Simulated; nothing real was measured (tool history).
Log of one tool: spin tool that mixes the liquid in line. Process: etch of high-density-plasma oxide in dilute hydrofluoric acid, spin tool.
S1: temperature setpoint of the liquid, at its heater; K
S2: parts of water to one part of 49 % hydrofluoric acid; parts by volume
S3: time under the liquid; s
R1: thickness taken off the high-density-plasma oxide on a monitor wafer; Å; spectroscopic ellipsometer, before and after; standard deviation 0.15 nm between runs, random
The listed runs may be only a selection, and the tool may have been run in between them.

{"run": 1, "hour": 0.0, "S1": 297.15, "S2": 80, "S3": 260, "R1": 297.71}
{"run": 2, "hour": 3.2, "S1": 297.15, "S2": 60, "S3": 260, "R1": 407.23}
{"run": 3, "hour": 3.9, "S1": 297.15, "S2": 40, "S3": 260, "R1": 626.37}
{"run": 4, "hour": 11.6, "S1": 295.65, "S2": 50, "S3": 260, "R1": 465.82}
{"run": 5, "hour": 13.5, "S1": 295.65, "S2": 30, "S3": 260, "R1": 792.56}
{"run": 6, "hour": 20.4, "S1": 293.15, "S2": 30, "S3": 260, "R1": 720.49}

For run 7, what comes out?
{"run": 7, "hour": 27.7, "S1": 292.65, "S2": 40, "S3": 260, "R1": "?"}

{"run 7": {"R1": 527.31}}
